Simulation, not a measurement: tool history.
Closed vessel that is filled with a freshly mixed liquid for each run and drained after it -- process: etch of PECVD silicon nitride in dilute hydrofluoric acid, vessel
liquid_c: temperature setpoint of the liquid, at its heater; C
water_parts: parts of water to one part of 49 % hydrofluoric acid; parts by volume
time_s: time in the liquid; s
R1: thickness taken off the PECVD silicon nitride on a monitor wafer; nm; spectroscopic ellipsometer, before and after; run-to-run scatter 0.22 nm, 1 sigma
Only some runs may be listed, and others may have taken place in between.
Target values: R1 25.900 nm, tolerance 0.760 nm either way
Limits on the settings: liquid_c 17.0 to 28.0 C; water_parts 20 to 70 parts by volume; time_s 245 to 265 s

run 1 day=0.000 | liquid_c=20.0 water_parts=40 time_s=245 | R1=16.303
run 2 day=0.362 | liquid_c=21.5 water_parts=40 time_s=245 | R1=18.434
run 3 day=0.604 | liquid_c=22.5 water_parts=40 time_s=245 | R1=19.486
run 4 day=0.988 | liquid_c=22.5 water_parts=25 time_s=245 | R1=30.793
run 5 day=1.317 | liquid_c=22.5 water_parts=25 time_s=265 | R1=33.509
run 6 day=1.446 | liquid_c=21.5 water_parts=25 time_s=265 | R1=30.614
run 7 day=1.608 | liquid_c=21.0 water_parts=25 time_s=265 | R1=30.229
run 8 day=1.838 | liquid_c=20.5 water_parts=25 time_s=265 | R1=28.681
run 9 day=2.217 | liquid_c=20.0 water_parts=25 time_s=265 | R1=27.832

Which single option among these 4 for the next run brings every result within its allowed miss of target? Just one does.
run A day=2.596 | liquid_c=20.0 water_parts=30 time_s=265 | R1=?
run B day=2.596 | liquid_c=20.5 water_parts=30 time_s=265 | R1=?
run C day=2.596 | liquid_c=17.0 water_parts=20 time_s=245 | R1=?
run D day=2.596 | liquid_c=19.0 water_parts=25 time_s=245 | R1=?

move=A R1=23.895
move=B R1=24.746
move=C R1=26.288
move=D R1=24.524
A: moves the result that the last run missed by most past its target, out the other side
B: moves the result that the last run missed by most past its target, out the other side
C: each result inside its tolerance
D: moves the result that the last run missed by most past its target, out the other side
Go with C: it meets all targets.

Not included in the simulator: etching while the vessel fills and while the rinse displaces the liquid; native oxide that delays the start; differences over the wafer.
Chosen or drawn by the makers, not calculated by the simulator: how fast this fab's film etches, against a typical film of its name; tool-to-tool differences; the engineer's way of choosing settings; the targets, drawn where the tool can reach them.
